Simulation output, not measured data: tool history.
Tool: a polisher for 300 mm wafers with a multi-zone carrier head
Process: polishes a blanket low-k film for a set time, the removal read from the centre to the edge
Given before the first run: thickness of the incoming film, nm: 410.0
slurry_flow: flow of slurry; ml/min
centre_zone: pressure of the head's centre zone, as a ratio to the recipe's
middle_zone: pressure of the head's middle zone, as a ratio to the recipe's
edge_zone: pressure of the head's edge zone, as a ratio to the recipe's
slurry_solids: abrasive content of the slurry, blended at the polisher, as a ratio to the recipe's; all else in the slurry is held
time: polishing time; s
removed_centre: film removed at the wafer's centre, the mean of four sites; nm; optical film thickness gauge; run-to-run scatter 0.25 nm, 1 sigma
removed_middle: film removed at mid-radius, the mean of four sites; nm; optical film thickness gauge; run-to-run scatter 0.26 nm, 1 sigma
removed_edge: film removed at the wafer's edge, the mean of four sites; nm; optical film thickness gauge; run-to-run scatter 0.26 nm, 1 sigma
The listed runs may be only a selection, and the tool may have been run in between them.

run,hour,slurry_flow,centre_zone,middle_zone,edge_zone,slurry_solids,time,removed_centre,removed_middle,removed_edge
1,0,170,1,1,1,1,82,30.946,30.387,30.192
2,1.7,170,1,1,1,1,63,23.157,22.81,23.543
3,7.5,170,0.92,1,1,1,63,22.145,23.197,23.269
4,11,170,0.92,1,1,1.1,63,22.669,24.021,24.298
5,18.1,165,0.9,1,0.98,1.05,63,21.699,23.016,22.998
6,24.5,165,0.86,1,0.98,1.05,63,20.47,22.612,23.585
7,29.2,160,0.86,1.01,0.96,1.05,63,20.655,23.316,23.632
8,33.2,165,0.87,1.02,0.95,1,63,20.515,23.224,22.956
9,41.4,165,0.87,1.02,0.94,1,63,20.505,23.506,22.321
10,44.3,160,0.87,1.01,0.93,1,63,20.337,23.23,22.548
11,48.3,160,0.87,1,0.92,1,63,20.762,22.682,22.242

Forecast run 12:
12,49.6,155,0.87,1,0.91,1,63,?,?,?

{"run 12": {"removed_centre": 20.443, "removed_middle": 22.631, "removed_edge": 22.05}}
